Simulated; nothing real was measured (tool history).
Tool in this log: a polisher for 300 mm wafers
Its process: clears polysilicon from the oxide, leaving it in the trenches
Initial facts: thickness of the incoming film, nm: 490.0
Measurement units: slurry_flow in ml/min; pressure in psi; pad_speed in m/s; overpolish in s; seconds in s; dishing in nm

{"run": 1, "day": 0.0, "slurry_flow": 160, "pressure": 2.2, "pad_speed": 0.98, "overpolish": 19, "seconds": 41.958, "dishing": 38.398}
{"run": 2, "day": 0.062, "slurry_flow": 160, "pressure": 2.2, "pad_speed": 0.98, "overpolish": 14, "seconds": 41.996, "dishing": 38.124}
{"run": 3, "day": 0.271, "slurry_flow": 145, "pressure": 2.2, "pad_speed": 0.98, "overpolish": 14, "seconds": 42.58, "dishing": 36.928}
{"run": 4, "day": 0.571, "slurry_flow": 140, "pressure": 2.3, "pad_speed": 0.98, "overpolish": 13, "seconds": 41.665, "dishing": 36.748}
{"run": 5, "day": 0.625, "slurry_flow": 140, "pressure": 2.3, "pad_speed": 0.74, "overpolish": 13, "seconds": 54.657, "dishing": 35.505}
{"run": 6, "day": 0.967, "slurry_flow": 135, "pressure": 2.4, "pad_speed": 0.74, "overpolish": 12, "seconds": 52.057, "dishing": 35.106}
{"run": 7, "day": 1.183, "slurry_flow": 135, "pressure": 2.5, "pad_speed": 0.74, "overpolish": 12, "seconds": 50.239, "dishing": 35.725}
{"run": 8, "day": 1.492, "slurry_flow": 130, "pressure": 2.6, "pad_speed": 0.74, "overpolish": 11, "seconds": 48.864, "dishing": 34.829}

Run 9, settings as shown, results not yet in. Your forecast:
{"run": 9, "day": 1.633, "slurry_flow": 130, "pressure": 2.6, "pad_speed": 0.74, "overpolish": 11, "seconds": "?", "dishing": "?"}

{"run 9": {"seconds": 48.838, "dishing": 34.811}}

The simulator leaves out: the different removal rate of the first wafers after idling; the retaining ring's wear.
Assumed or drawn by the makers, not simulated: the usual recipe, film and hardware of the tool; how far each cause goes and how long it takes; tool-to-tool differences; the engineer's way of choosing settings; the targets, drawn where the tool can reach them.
